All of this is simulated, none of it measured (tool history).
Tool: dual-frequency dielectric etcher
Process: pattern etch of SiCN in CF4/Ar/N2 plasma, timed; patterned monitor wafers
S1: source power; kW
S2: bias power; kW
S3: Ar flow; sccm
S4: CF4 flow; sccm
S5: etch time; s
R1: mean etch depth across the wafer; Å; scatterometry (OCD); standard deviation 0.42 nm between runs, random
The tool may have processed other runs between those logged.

run 1 hour=0 | S1=0.45 S2=0.08 S3=102 S4=63 S5=211.5 | R1=1659.8
run 2 hour=1.1 | S1=0.53 S2=0.08 S3=102 S4=63 S5=211.5 | R1=1958.8
run 3 hour=9.1 | S1=0.52 S2=0.08 S3=102 S4=63 S5=211.5 | R1=1911.4
run 4 hour=18.1 | S1=0.51 S2=0.08 S3=102 S4=63 S5=211.5 | R1=1883.7
run 5 hour=25.9 | S1=0.55 S2=0.08 S3=102 S4=63 S5=211.5 | R1=2032.9
run 6 hour=32.1 | S1=0.53 S2=0.08 S3=102 S4=63 S5=211.5 | R1=1958.3
-- hour=35.4 source power generator calibrated
run 7 hour=35.4 | S1=0.52 S2=0.08 S3=102 S4=63 S5=211.5 | R1=2023.2

The next listed run, before its measurement:
run 8 hour=40.3 | S1=0.51 S2=0.08 S3=102 S4=63 S5=211.5 | R1=?

R1: 1984.4 Å

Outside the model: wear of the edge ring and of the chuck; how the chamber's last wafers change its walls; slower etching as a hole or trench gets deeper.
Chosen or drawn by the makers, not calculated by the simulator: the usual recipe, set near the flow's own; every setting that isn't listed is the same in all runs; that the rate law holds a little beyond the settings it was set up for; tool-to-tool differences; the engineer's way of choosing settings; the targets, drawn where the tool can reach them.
